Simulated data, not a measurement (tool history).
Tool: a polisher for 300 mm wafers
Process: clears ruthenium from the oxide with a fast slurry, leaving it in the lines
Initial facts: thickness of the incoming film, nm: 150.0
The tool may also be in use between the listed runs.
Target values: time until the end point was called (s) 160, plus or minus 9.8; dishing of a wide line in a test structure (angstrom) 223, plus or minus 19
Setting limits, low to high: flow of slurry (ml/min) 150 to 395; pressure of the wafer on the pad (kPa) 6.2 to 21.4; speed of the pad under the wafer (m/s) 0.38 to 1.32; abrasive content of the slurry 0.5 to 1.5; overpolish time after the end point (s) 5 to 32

| run | hour | flow of slurry (ml/min) | pressure of the wafer on the pad (kPa) | speed of the pad under the wafer (m/s) | abrasive content of the slurry | overpolish time after the end point (s) | time until the end point was called (s) | dishing of a wide line in a test structure (angstrom) |
|---|---|---|---|---|---|---|---|---|
| 1 | 0 | 250 | 13.8 | 0.84 | 1 | 16 | 63.11 | 363.15 |
| 2 | 7.6 | 250 | 11.7 | 0.74 | 1 | 18 | 84.655 | 314.22 |
| 3 | 14.1 | 250 | 11.7 | 0.82 | 1 | 18 | 75.312 | 333.83 |
| 4 | 17.2 | 250 | 11.7 | 0.82 | 1 | 14 | 74.672 | 267.44 |
| 5 | 18.2 | 250 | 10.3 | 0.74 | 1 | 17 | 94.987 | 256.74 |
| 6 | 22 | 250 | 9 | 0.7 | 1 | 19 | 114.29 | 232.86 |
| 7 | 25.8 | 250 | 8.3 | 0.68 | 1 | 21 | 127.32 | 227.92 |
| 8 | 29.1 | 250 | 7.6 | 0.68 | 1 | 22 | 139.65 | 232.58 |
| 9 | 32.4 | 250 | 6.9 | 0.68 | 1 | 23 | 149.75 | 215.18 |
| 10 | 40.2 | 250 | 6.9 | 0.68 | 1 | 24 | 148.52 | 229.72 |

Next run, 5 choices. One meets every target within its allowed miss, the rest don't. Which?
| A | 48 | 260 | 6.2 | 0.68 | 1.1 | 25 | ? | ? |
| B | 48 | 230 | 8.3 | 0.62 | 0.9 | 29 | ? | ? |
| C | 48 | 250 | 7.6 | 0.74 | 0.95 | 22 | ? | ? |
| D | 48 | 225 | 6.9 | 0.72 | 0.95 | 27 | ? | ? |
| E | 48 | 285 | 7.6 | 0.62 | 1.1 | 25 | ? | ? |

| move | time until the end point was called (s) | dishing of a wide line in a test structure (angstrom) |
|---|---|---|
| A | 156.84 | 228.65 |
| B | 146.32 | 281.44 |
| C | 129.21 | 243.54 |
| D | 146.55 | 262.56 |
| E | 140.83 | 253.44 |
A: all results land within tolerance of their targets
B: further off than the last run
C: further off than the last run
D: further off than the last run
E: further off than the last run
Answer: A
